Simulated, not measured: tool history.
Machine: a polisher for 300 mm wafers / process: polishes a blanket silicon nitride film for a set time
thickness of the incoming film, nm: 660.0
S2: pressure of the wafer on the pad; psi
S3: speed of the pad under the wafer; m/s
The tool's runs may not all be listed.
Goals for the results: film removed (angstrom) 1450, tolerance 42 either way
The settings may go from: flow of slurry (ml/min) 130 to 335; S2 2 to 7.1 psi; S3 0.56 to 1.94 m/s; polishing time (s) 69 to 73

{"run": 1, "hour": 0.0, "flow of slurry (ml/min)": 215, "S2": 4.5, "S3": 1.24, "polishing time (s)": 69, "film removed (angstrom)": 1708.8}
{"run": 2, "hour": 1.3, "flow of slurry (ml/min)": 215, "S2": 4.4, "S3": 1.24, "polishing time (s)": 69, "film removed (angstrom)": 1681.7}
{"run": 3, "hour": 5.4, "flow of slurry (ml/min)": 215, "S2": 4.3, "S3": 1.24, "polishing time (s)": 69, "film removed (angstrom)": 1628.8}
{"run": 4, "hour": 8.0, "flow of slurry (ml/min)": 215, "S2": 4.3, "S3": 1.24, "polishing time (s)": 73, "film removed (angstrom)": 1736.1}
{"run": 5, "hour": 13.1, "flow of slurry (ml/min)": 195, "S2": 4.3, "S3": 1.24, "polishing time (s)": 73, "film removed (angstrom)": 1721}
{"run": 6, "hour": 20.3, "flow of slurry (ml/min)": 195, "S2": 4.3, "S3": 1.12, "polishing time (s)": 73, "film removed (angstrom)": 1613.9}
{"run": 7, "hour": 22.7, "flow of slurry (ml/min)": 195, "S2": 4.2, "S3": 1.12, "polishing time (s)": 73, "film removed (angstrom)": 1557}
{"run": 8, "hour": 29.3, "flow of slurry (ml/min)": 190, "S2": 4.2, "S3": 1.12, "polishing time (s)": 73, "film removed (angstrom)": 1563.4}
{"run": 9, "hour": 36.6, "flow of slurry (ml/min)": 185, "S2": 4, "S3": 1.12, "polishing time (s)": 73, "film removed (angstrom)": 1522.6}

Which single option among these 5 for the next run brings every result within its allowed miss of target? Just one does.
{"run": "A", "hour": 43.9, "flow of slurry (ml/min)": 195, "S2": 3.9, "S3": 1.04, "polishing time (s)": 71, "film removed (angstrom)": "?"}
{"run": "B", "hour": 43.9, "flow of slurry (ml/min)": 130, "S2": 3.9, "S3": 1.06, "polishing time (s)": 73, "film removed (angstrom)": "?"}
{"run": "C", "hour": 43.9, "flow of slurry (ml/min)": 185, "S2": 3.6, "S3": 1.32, "polishing time (s)": 73, "film removed (angstrom)": "?"}
{"run": "D", "hour": 43.9, "flow of slurry (ml/min)": 200, "S2": 4.1, "S3": 0.98, "polishing time (s)": 70, "film removed (angstrom)": "?"}
{"run": "E", "hour": 43.9, "flow of slurry (ml/min)": 235, "S2": 4.7, "S3": 0.82, "polishing time (s)": 73, "film removed (angstrom)": "?"}

move=A film_removed_(angstrom)=1380.9
move=B film_removed_(angstrom)=1373.1
move=C film_removed_(angstrom)=1552.8
move=D film_removed_(angstrom)=1368.4
move=E film_removed_(angstrom)=1450.4
A: the result that was furthest off in the last run now lies on the other side of its target
B: the result that was furthest off in the last run now lies on the other side of its target
C: the biggest miss grows against the last run
D: the result that was furthest off in the last run now lies on the other side of its target
E: in spec on every target
Correct choice: E, which meets every target
